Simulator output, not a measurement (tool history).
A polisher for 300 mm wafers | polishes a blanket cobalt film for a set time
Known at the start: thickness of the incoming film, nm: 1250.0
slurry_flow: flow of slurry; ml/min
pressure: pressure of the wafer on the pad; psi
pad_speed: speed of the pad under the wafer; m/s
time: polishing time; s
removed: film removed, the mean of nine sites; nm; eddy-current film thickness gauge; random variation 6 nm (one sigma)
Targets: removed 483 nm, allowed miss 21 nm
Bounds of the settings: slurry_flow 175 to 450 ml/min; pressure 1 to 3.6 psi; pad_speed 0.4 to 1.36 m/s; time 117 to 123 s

run  hour  slurry_flow  pressure  pad_speed  time  removed
  1     0          290       2.3       0.88   117   613.85
  2     3          290       2.3       0.88   117   621.68
  3  11.7          340       2.3       0.88   117   619.83
  4  15.6          340       2.3       0.88   117   609.56
  5  22.4          340       2.2       0.88   117   602.03
  6  26.3          385       2.2       0.88   117   595.28
  7  33.8          385       2.1       0.88   117   570.21
  8  41.7          385         2       0.88   117   537.03
  9  50.6          385       1.9       0.88   117   524.12

Which of these 5 next moves meets every target?
  A  59.5          355       1.5       0.94   117        ?
  B  59.5          290       1.5        0.9   123        ?
  C  59.5          375       1.7       0.92   117        ?
  D  59.5          415       2.1       0.68   117        ?
  E  59.5          300       2.2       0.64   117        ?

move  removed
   A   435.05
   B   433.09
   C   481.81
   D   443.48
   E   429.43
A: takes the result that was furthest off past its target
B: takes the result that was furthest off past its target
C: meets every target
D: takes the result that was furthest off past its target
E: takes the result that was furthest off past its target
The right move is C.

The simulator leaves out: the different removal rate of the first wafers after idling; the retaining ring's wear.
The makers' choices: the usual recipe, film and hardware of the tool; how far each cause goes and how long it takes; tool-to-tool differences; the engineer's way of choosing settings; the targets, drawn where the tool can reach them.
